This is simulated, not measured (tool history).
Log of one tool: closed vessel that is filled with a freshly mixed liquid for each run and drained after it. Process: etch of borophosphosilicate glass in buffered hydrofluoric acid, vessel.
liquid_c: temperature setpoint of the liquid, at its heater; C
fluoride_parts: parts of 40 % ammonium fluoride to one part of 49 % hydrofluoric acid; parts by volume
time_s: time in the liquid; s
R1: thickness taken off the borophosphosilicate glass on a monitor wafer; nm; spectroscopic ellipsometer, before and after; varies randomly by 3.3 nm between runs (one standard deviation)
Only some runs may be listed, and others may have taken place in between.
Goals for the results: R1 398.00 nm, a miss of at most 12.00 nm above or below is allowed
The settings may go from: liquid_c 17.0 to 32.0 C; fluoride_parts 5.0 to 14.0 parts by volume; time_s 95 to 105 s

run 1 day=0.000 | liquid_c=24.0 fluoride_parts=8.5 time_s=95 | R1=175.67
run 2 day=0.275 | liquid_c=24.0 fluoride_parts=7.0 time_s=95 | R1=216.76
run 3 day=0.517 | liquid_c=21.5 fluoride_parts=7.0 time_s=95 | R1=194.13
run 4 day=0.888 | liquid_c=21.5 fluoride_parts=9.0 time_s=95 | R1=146.28
run 5 day=1.112 | liquid_c=25.0 fluoride_parts=9.0 time_s=95 | R1=176.64
run 6 day=1.233 | liquid_c=25.0 fluoride_parts=9.0 time_s=105 | R1=194.62
run 7 day=1.550 | liquid_c=27.0 fluoride_parts=8.0 time_s=105 | R1=248.33
run 8 day=1.600 | liquid_c=28.5 fluoride_parts=7.5 time_s=105 | R1=282.76
-- day=1.929 thermometer replaced
run 9 day=1.929 | liquid_c=29.5 fluoride_parts=7.0 time_s=105 | R1=300.35
run 10 day=2.146 | liquid_c=30.0 fluoride_parts=6.5 time_s=105 | R1=339.03

Which of these 4 next moves meets every target?
run A day=2.362 | liquid_c=31.0 fluoride_parts=5.0 time_s=105 | R1=?
run B day=2.362 | liquid_c=30.0 fluoride_parts=7.0 time_s=100 | R1=?
run C day=2.362 | liquid_c=29.0 fluoride_parts=5.0 time_s=105 | R1=?
run D day=2.362 | liquid_c=30.0 fluoride_parts=5.0 time_s=105 | R1=?

move=A R1=438.37
move=B R1=295.61
move=C R1=395.45
move=D R1=416.42
A: moves the result that the last run missed by most past its target, out the other side
B: moves away from the targets compared with the last run
C: all results land within tolerance of their targets
D: moves the result that the last run missed by most past its target, out the other side
The right move is C.
